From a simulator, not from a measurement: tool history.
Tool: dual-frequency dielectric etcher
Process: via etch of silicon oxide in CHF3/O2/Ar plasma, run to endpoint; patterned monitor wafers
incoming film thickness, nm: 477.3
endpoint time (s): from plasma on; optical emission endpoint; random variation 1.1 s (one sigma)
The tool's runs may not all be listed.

run  hour  source power (W)  bias power (W)  endpoint time (s)
  1   0.0               660             202             224.54
  2   8.8               660             183             229.29
  3  15.7               740             183             222.11
  4  23.7               680             170             231.65
  5  27.1               680             158             237.56
  6  34.7               640             152             249.05
  7  40.0               620             150             254.42

The next listed run, before its measurement:
  8  49.0               610             149                  ?

{"run 8": {"endpoint time (s)": 256.21}}
